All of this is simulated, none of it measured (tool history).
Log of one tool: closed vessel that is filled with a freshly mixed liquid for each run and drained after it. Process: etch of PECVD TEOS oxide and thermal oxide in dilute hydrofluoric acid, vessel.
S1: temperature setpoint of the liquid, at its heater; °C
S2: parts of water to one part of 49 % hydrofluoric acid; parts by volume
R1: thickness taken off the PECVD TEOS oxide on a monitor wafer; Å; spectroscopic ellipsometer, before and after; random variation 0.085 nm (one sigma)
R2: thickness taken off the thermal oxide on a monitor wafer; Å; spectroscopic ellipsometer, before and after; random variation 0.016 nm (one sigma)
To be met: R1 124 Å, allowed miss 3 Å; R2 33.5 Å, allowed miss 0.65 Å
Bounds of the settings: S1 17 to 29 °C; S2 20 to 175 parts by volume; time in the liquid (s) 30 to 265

Run 1, hour 0: S1 21 °C, S2 95 parts by volume, time in the liquid (s) 135. Result: R1 231.4 Å, R2 63.541 Å.
Run 2, hour 1.4: S1 20 °C, S2 105 parts by volume, time in the liquid (s) 135. Result: R1 198.15 Å, R2 53.752 Å.
Run 3, hour 2.3: S1 19.5 °C, S2 110 parts by volume, time in the liquid (s) 135. Result: R1 187.08 Å, R2 50.427 Å.
Run 4, hour 6.7: S1 19 °C, S2 120 parts by volume, time in the liquid (s) 135. Result: R1 164.39 Å, R2 45.012 Å.
Run 5, hour 11.3: S1 17 °C, S2 120 parts by volume, time in the liquid (s) 135. Result: R1 151.52 Å, R2 40.669 Å.
Run 6, hour 13.6: S1 17 °C, S2 125 parts by volume, time in the liquid (s) 135. Result: R1 145.19 Å, R2 39.291 Å.
Run 7, hour 21.1: S1 17 °C, S2 130 parts by volume, time in the liquid (s) 135. Result: R1 138.47 Å, R2 37.603 Å.
Run 8, hour 24.2: S1 17 °C, S2 135 parts by volume, time in the liquid (s) 135. Result: R1 133.73 Å, R2 35.73 Å.
Run 9, hour 29.5: S1 17 °C, S2 140 parts by volume, time in the liquid (s) 135. Result: R1 126.93 Å, R2 34.655 Å.

4 next moves are on the table. One of them brings every result within its allowed miss. Which?
Run A, hour 34.8: S1 18 °C, S2 150 parts by volume, time in the liquid (s) 135. Result: R1 ?, R2 ?.
Run B, hour 34.8: S1 18 °C, S2 110 parts by volume, time in the liquid (s) 100. Result: R1 ?, R2 ?.
Run C, hour 34.8: S1 17 °C, S2 120 parts by volume, time in the liquid (s) 115. Result: R1 ?, R2 ?.
Run D, hour 34.8: S1 17.5 °C, S2 135 parts by volume, time in the liquid (s) 130. Result: R1 ?, R2 ?.

move      R1      R2
   A  122.34  33.255
   B  128.72  34.989
   C  128.83  35.019
   D  130.18  35.387
A: meets every target
B: further off than the last run
C: further off than the last run
D: further off than the last run
The right move is A.

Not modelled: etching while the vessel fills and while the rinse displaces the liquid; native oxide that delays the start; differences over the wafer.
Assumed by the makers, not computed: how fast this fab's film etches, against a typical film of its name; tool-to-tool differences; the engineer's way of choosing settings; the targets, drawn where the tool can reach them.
